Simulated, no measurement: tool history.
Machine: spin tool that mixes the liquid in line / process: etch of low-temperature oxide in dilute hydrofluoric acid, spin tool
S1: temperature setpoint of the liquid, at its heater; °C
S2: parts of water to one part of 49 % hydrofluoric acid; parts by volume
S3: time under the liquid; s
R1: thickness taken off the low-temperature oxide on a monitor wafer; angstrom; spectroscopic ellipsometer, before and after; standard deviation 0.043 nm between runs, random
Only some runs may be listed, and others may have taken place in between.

| run | hour | S1 | S2 | S3 | R1 |
|---|---|---|---|---|---|
| 1 | 0 | 23 | 150 | 155 | 142.38 |
| 2 | 2.4 | 22.5 | 155 | 155 | 134.44 |
| 3 | 6.8 | 26 | 155 | 155 | 153.8 |
| 4 | 15 | 25 | 160 | 155 | 142.32 |
| 5 | 15.7 | 28 | 160 | 155 | 157.35 |
| 6 | 23.9 | 27 | 165 | 155 | 147.43 |
| 7 | 31.2 | 26 | 165 | 155 | 143.78 |
| 8 | 38.6 | 22 | 195 | 155 | 100.43 |

Run 9 has not been measured yet. What should we expect?
| 9 | 43.1 | 20.5 | 195 | 155 | ? |

{"run 9": {"R1": 95.232}}
